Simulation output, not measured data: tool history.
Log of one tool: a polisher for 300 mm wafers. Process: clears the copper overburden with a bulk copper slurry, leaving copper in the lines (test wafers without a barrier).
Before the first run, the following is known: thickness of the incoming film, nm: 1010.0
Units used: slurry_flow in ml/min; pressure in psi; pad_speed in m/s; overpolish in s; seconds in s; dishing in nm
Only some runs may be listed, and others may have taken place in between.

{"run": 1, "hour": 0.0, "slurry_flow": 220, "pressure": 3.1, "pad_speed": 0.96, "slurry_solids": 1.0, "overpolish": 11, "seconds": 109.73, "dishing": 61.452}
{"run": 2, "hour": 4.2, "slurry_flow": 200, "pressure": 3.1, "pad_speed": 0.96, "slurry_solids": 1.0, "overpolish": 11, "seconds": 122.66, "dishing": 59.636}
{"run": 3, "hour": 5.5, "slurry_flow": 185, "pressure": 2.6, "pad_speed": 0.94, "slurry_solids": 1.0, "overpolish": 12, "seconds": 143.63, "dishing": 57.54}
{"run": 4, "hour": 13.0, "slurry_flow": 175, "pressure": 2.3, "pad_speed": 0.86, "slurry_solids": 1.0, "overpolish": 13, "seconds": 174.65, "dishing": 49.917}
{"run": 5, "hour": 22.0, "slurry_flow": 165, "pressure": 2.0, "pad_speed": 0.82, "slurry_solids": 1.0, "overpolish": 14, "seconds": 209.64, "dishing": 47.015}
{"run": 6, "hour": 27.9, "slurry_flow": 160, "pressure": 1.8, "pad_speed": 0.8, "slurry_solids": 1.0, "overpolish": 15, "seconds": 245.68, "dishing": 44.98}

What does the tool deliver on the next run?
{"run": 7, "hour": 31.6, "slurry_flow": 160, "pressure": 1.7, "pad_speed": 0.8, "slurry_solids": 1.0, "overpolish": 15, "seconds": "?", "dishing": "?"}

seconds: 259.78 s
dishing: 42.362 nm
